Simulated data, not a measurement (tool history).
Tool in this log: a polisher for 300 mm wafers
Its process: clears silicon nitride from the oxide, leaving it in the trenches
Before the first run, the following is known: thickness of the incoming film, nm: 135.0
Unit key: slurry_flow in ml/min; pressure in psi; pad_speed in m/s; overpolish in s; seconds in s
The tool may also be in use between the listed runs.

run,hour,slurry_flow,pressure,pad_speed,overpolish,seconds
1,0,290,3.3,0.9,5,156.31
2,4.9,290,3.3,0.9,4,154.07
3,8.4,290,3.3,0.9,5,157.82
4,11.5,290,2.9,0.88,5,176.46
5,18.4,290,2.9,0.96,5,163.81
6,21.7,245,2.9,0.96,5,170.75
7,25.8,240,2.6,0.94,5,188.35
8,32.4,240,2.3,0.94,5,217.07
9,36.8,240,2.2,0.94,5,222.58

Run 10 is up next; what results do you expect?
10,39.2,240,2.1,0.94,5,?

{"run 10": {"seconds": 228.15}}

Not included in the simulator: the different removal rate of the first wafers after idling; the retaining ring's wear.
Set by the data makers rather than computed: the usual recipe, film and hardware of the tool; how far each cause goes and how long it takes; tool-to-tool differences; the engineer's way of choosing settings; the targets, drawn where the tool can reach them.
